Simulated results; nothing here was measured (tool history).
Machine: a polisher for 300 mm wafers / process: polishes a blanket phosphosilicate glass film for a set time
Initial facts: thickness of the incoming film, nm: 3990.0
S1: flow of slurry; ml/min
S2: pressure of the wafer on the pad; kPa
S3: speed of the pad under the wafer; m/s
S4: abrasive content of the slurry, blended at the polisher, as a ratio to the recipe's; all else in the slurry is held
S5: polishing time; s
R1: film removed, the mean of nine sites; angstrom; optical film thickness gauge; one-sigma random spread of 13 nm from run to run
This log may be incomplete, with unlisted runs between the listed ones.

run 1 hour=0 | S1=280 S2=18.6 S3=0.8 S4=1 S5=84 | R1=5028.8
run 2 hour=1.4 | S1=280 S2=20 S3=0.82 S4=1 S5=84 | R1=5463.7
run 3 hour=2.2 | S1=280 S2=20 S3=0.72 S4=1 S5=84 | R1=4890.6
run 4 hour=5 | S1=280 S2=21.4 S3=0.76 S4=1 S5=84 | R1=5375.4
run 5 hour=10 | S1=280 S2=22.8 S3=0.8 S4=1 S5=84 | R1=6180.5
run 6 hour=14 | S1=280 S2=22.8 S3=0.8 S4=0.9 S5=84 | R1=5751.7

What does the tool deliver on the next run?
run 7 hour=20.4 | S1=280 S2=23.4 S3=0.84 S4=0.9 S5=84 | R1=?

{"run 7": {"R1": 6190.5}}

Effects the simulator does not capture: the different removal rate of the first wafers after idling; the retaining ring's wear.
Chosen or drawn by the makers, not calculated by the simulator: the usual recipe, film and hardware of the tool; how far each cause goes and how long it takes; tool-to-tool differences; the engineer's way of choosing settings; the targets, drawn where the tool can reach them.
